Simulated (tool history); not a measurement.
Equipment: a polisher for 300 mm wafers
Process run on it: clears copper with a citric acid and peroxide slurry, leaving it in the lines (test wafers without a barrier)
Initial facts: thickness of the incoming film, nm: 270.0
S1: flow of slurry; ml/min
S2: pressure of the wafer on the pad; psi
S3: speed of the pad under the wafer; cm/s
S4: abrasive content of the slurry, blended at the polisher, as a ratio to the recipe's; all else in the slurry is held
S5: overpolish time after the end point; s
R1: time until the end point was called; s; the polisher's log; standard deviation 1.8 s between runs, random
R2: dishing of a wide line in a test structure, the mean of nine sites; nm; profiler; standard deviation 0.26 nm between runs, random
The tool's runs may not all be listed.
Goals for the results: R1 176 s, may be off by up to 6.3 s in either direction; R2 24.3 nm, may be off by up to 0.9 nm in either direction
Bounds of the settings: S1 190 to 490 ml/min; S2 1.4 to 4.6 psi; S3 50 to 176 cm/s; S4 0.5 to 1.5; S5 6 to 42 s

Run 1, hour 0: S1 315 ml/min, S2 3 psi, S3 112 cm/s, S4 1, S5 21 s. Result: R1 114.24 s, R2 35.671 nm.
Run 2, hour 7.7: S1 315 ml/min, S2 2.8 psi, S3 112 cm/s, S4 1, S5 21 s. Result: R1 120.59 s, R2 34.096 nm.
Run 3, hour 8.7: S1 315 ml/min, S2 2.6 psi, S3 112 cm/s, S4 1, S5 21 s. Result: R1 127.55 s, R2 31.626 nm.
Run 4, hour 10.4: S1 315 ml/min, S2 2.6 psi, S3 112 cm/s, S4 0.9, S5 21 s. Result: R1 131.08 s, R2 31.535 nm.
Run 5, hour 17.8: S1 315 ml/min, S2 2.4 psi, S3 112 cm/s, S4 0.9, S5 21 s. Result: R1 140.1 s, R2 29.325 nm.
Run 6, hour 23.4: S1 315 ml/min, S2 2.3 psi, S3 112 cm/s, S4 0.9, S5 21 s. Result: R1 146.37 s, R2 29.293 nm.
Run 7, hour 27.9: S1 315 ml/min, S2 1.7 psi, S3 110 cm/s, S4 0.9, S5 19 s. Result: R1 184.77 s, R2 21.14 nm.
Run 8, hour 35.8: S1 310 ml/min, S2 1.8 psi, S3 110 cm/s, S4 0.85, S5 20 s. Result: R1 179.17 s, R2 22.305 nm.

Next run, 5 choices. One meets every target within its allowed miss, the rest don't. Which?
Run A, hour 43.7: S1 305 ml/min, S2 1.8 psi, S3 102 cm/s, S4 0.8, S5 21 s. Result: R1 ?, R2 ?.
Run B, hour 43.7: S1 195 ml/min, S2 1.5 psi, S3 150 cm/s, S4 0.7, S5 20 s. Result: R1 ?, R2 ?.
Run C, hour 43.7: S1 220 ml/min, S2 2.1 psi, S3 110 cm/s, S4 0.65, S5 21 s. Result: R1 ?, R2 ?.
Run D, hour 43.7: S1 310 ml/min, S2 1.8 psi, S3 108 cm/s, S4 0.95, S5 24 s. Result: R1 ?, R2 ?.
Run E, hour 43.7: S1 235 ml/min, S2 2.7 psi, S3 76 cm/s, S4 1, S5 19 s. Result: R1 ?, R2 ?.

move      R1      R2
   A  193.91  21.919
   B  173.76  22.993
   C  176.55  23.944
   D  177.82  26.638
   E  175.03  22.221
A: moves away from the targets compared with the last run
B: nearer the targets than the last run, but a result is still out of spec
C: each result inside its tolerance
D: pushes the last run's worst result past its target
E: as far off as the last run
C meets every target.
